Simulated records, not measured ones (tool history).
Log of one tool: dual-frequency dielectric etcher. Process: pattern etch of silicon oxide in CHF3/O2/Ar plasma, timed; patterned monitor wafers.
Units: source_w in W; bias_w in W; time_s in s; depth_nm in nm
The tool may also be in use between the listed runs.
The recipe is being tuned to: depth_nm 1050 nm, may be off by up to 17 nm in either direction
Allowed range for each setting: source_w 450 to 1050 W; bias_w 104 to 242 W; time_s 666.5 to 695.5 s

run 1 hour=0 | source_w=750 bias_w=173 time_s=666.5 | depth_nm=1244
run 2 hour=1.4 | source_w=690 bias_w=169 time_s=666.5 | depth_nm=1204.6
run 3 hour=8.1 | source_w=640 bias_w=164 time_s=666.5 | depth_nm=1167.8
run 4 hour=10.9 | source_w=640 bias_w=164 time_s=666.5 | depth_nm=1162.2
run 5 hour=19 | source_w=560 bias_w=164 time_s=666.5 | depth_nm=1130.9
run 6 hour=22.6 | source_w=560 bias_w=164 time_s=666.5 | depth_nm=1124.3
run 7 hour=25.1 | source_w=560 bias_w=164 time_s=666.5 | depth_nm=1125.1
run 8 hour=33.5 | source_w=560 bias_w=164 time_s=666.5 | depth_nm=1122.6
run 9 hour=39.3 | source_w=540 bias_w=162 time_s=666.5 | depth_nm=1110.1
run 10 hour=47.8 | source_w=520 bias_w=160 time_s=666.5 | depth_nm=1098.5
run 11 hour=49.5 | source_w=500 bias_w=158 time_s=666.5 | depth_nm=1074.6
run 12 hour=51.3 | source_w=490 bias_w=158 time_s=666.5 | depth_nm=1073.9

Which one of the following 4 next-run settings gets every result inside its allowed miss? There is exactly one.
run A hour=53.1 | source_w=460 bias_w=157 time_s=666.5 | depth_nm=?
run B hour=53.1 | source_w=450 bias_w=170 time_s=676 | depth_nm=?
run C hour=53.1 | source_w=460 bias_w=163 time_s=671.5 | depth_nm=?
run D hour=53.1 | source_w=500 bias_w=148 time_s=692 | depth_nm=?

move=A depth_nm=1048.7
move=B depth_nm=1089.1
move=C depth_nm=1071.2
move=D depth_nm=1089.1
A: hits every target within its allowed miss
B: lands further from the targets than the last run did
C: moves toward the targets from the last run without getting all of them in spec
D: lands further from the targets than the last run did
Correct choice: A, which meets every target
